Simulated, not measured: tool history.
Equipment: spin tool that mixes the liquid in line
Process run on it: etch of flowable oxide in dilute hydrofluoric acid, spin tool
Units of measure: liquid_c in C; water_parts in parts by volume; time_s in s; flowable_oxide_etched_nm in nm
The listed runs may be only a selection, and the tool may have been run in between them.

{"run": 1, "day": 0.0, "liquid_c": 20.0, "water_parts": 260, "time_s": 75, "flowable_oxide_etched_nm": 10.425}
{"run": 2, "day": 0.342, "liquid_c": 19.5, "water_parts": 265, "time_s": 75, "flowable_oxide_etched_nm": 10.017}
{"run": 3, "day": 0.392, "liquid_c": 19.5, "water_parts": 270, "time_s": 75, "flowable_oxide_etched_nm": 9.7212}
{"run": 4, "day": 0.725, "liquid_c": 17.5, "water_parts": 270, "time_s": 75, "flowable_oxide_etched_nm": 9.0096}
{"run": 5, "day": 0.804, "liquid_c": 17.5, "water_parts": 275, "time_s": 75, "flowable_oxide_etched_nm": 8.8385}
{"run": 6, "day": 1.029, "liquid_c": 17.5, "water_parts": 280, "time_s": 75, "flowable_oxide_etched_nm": 8.6965}
{"run": 7, "day": 1.3, "liquid_c": 17.5, "water_parts": 285, "time_s": 75, "flowable_oxide_etched_nm": 8.4969}
{"run": 8, "day": 1.421, "liquid_c": 17.5, "water_parts": 290, "time_s": 75, "flowable_oxide_etched_nm": 8.314}

Run 9 has not been measured yet. What should we expect?
{"run": 9, "day": 1.538, "liquid_c": 17.5, "water_parts": 295, "time_s": 75, "flowable_oxide_etched_nm": "?"}

flowable_oxide_etched_nm: 8.1412 nm
